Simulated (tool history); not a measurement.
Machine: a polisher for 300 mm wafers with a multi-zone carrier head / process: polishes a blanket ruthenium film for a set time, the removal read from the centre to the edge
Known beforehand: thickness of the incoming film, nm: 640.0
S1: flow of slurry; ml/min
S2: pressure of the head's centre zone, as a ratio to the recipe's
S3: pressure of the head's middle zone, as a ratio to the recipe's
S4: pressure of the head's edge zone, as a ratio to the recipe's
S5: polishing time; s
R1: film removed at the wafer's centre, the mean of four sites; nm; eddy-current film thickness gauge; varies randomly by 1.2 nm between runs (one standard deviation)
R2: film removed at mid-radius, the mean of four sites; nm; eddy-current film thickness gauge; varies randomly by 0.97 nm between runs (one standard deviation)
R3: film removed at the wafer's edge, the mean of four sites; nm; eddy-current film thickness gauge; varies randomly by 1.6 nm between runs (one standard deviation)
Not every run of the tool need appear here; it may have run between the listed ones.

| run | day | S1 | S2 | S3 | S4 | S5 | R1 | R2 | R3 |
|---|---|---|---|---|---|---|---|---|---|
| 1 | 0.000 | 305 | 1.00 | 1.00 | 1.00 | 90 | 95.33 | 96.085 | 92.062 |
| 2 | 0.367 | 310 | 1.02 | 1.04 | 1.04 | 94 | 102.55 | 102.640 | 98.114 |
| 3 | 0.492 | 315 | 1.02 | 1.08 | 1.06 | 98 | 103.78 | 111.540 | 101.590 |
| 4 | 0.817 | 320 | 1.04 | 1.09 | 1.08 | 101 | 110.46 | 116.830 | 107.130 |
| 5 | 1.017 | 330 | 1.05 | 1.11 | 1.10 | 102 | 110.79 | 119.730 | 107.800 |
| 6 | 1.208 | 330 | 1.06 | 1.11 | 1.11 | 104 | 116.41 | 121.220 | 113.050 |

Estimate the outcome of run 7 from the log above:
| 7 | 1.254 | 335 | 1.07 | 1.12 | 1.12 | 105 | ? | ? | ? |

R1: 117.49 nm
R2: 124.130 nm
R3: 112.530 nm
